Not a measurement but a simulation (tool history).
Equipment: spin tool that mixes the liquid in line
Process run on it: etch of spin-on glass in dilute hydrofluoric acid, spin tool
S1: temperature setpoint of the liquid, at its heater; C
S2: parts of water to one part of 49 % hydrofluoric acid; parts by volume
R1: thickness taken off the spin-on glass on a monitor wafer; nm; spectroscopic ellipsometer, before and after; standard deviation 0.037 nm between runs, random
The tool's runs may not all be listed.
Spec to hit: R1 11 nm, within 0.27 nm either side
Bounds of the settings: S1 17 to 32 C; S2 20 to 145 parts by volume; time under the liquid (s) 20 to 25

run 1 hour=0 | S1=24 S2=80 time_under_the_liquid_(s)=25 | R1=6.0031
run 2 hour=6.6 | S1=25 S2=75 time_under_the_liquid_(s)=25 | R1=6.7556
run 3 hour=9.2 | S1=22.5 S2=75 time_under_the_liquid_(s)=25 | R1=6.0843
run 4 hour=9.9 | S1=22.5 S2=65 time_under_the_liquid_(s)=25 | R1=7.1186
run 5 hour=18.4 | S1=22.5 S2=65 time_under_the_liquid_(s)=25 | R1=7.0955
run 6 hour=20.4 | S1=22.5 S2=65 time_under_the_liquid_(s)=25 | R1=7.081
run 7 hour=22.1 | S1=23.5 S2=65 time_under_the_liquid_(s)=25 | R1=7.4146
run 8 hour=30.7 | S1=23.5 S2=65 time_under_the_liquid_(s)=25 | R1=7.3864
-- hour=39.3 thermometer replaced
run 9 hour=39.3 | S1=24.5 S2=65 time_under_the_liquid_(s)=25 | R1=8.4317
run 10 hour=45.9 | S1=24.5 S2=65 time_under_the_liquid_(s)=25 | R1=8.4532
run 11 hour=47.6 | S1=25 S2=65 time_under_the_liquid_(s)=25 | R1=8.6384
run 12 hour=53.5 | S1=25.5 S2=65 time_under_the_liquid_(s)=25 | R1=8.795
run 13 hour=58 | S1=26 S2=65 time_under_the_liquid_(s)=25 | R1=9.0452
run 14 hour=61.3 | S1=26.5 S2=65 time_under_the_liquid_(s)=25 | R1=9.165
run 15 hour=62.9 | S1=27 S2=65 time_under_the_liquid_(s)=25 | R1=9.4078
run 16 hour=66 | S1=27.5 S2=65 time_under_the_liquid_(s)=25 | R1=9.5822
run 17 hour=69.7 | S1=28 S2=65 time_under_the_liquid_(s)=25 | R1=9.7419
run 18 hour=78 | S1=28.5 S2=65 time_under_the_liquid_(s)=25 | R1=9.9319
run 19 hour=79.4 | S1=29.5 S2=65 time_under_the_liquid_(s)=25 | R1=10.32

Exercise: of the 5 proposed moves below, exactly one satisfies all targets within the stated allowed misses. Which move is it?
run A hour=80.8 | S1=30.5 S2=60 time_under_the_liquid_(s)=25 | R1=?
run B hour=80.8 | S1=25.5 S2=50 time_under_the_liquid_(s)=25 | R1=?
run C hour=80.8 | S1=30 S2=65 time_under_the_liquid_(s)=25 | R1=?
run D hour=80.8 | S1=29 S2=60 time_under_the_liquid_(s)=25 | R1=?
run E hour=80.8 | S1=28 S2=55 time_under_the_liquid_(s)=25 | R1=?

move=A R1=11.735
move=B R1=11.716
move=C R1=10.545
move=D R1=11.069
move=E R1=11.694
A: takes the biggest miss from the last run beyond its target
B: takes the biggest miss from the last run beyond its target
C: closes in on the targets versus the last run, not all within tolerance yet
D: in spec on every target
E: takes the biggest miss from the last run beyond its target
So the answer is move D, the one that meets all the targets.
